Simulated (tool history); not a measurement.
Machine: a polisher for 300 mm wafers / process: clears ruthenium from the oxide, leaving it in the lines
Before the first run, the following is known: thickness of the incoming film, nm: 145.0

run	day	flow of slurry (ml/min)	pressure of the wafer on the pad (kPa)	speed of the pad under the wafer (m/s)	overpolish time after the end point (s)	time until the end point was called (s)
1	0.000	280	9.7	1.16	14	143.71
2	0.233	280	12.4	1.16	14	111.32
3	0.388	280	10.3	1.16	14	132.53
4	0.575	280	10.3	1.28	14	118.04
5	0.904	280	9.0	1.26	14	143.92
6	0.958	280	8.3	1.24	14	155.29

Run 7, settings as shown, results not yet in. Your forecast:
7	1.100	280	7.6	1.22	14	?

{"run 7": {"time until the end point was called (s)": 166.38}}
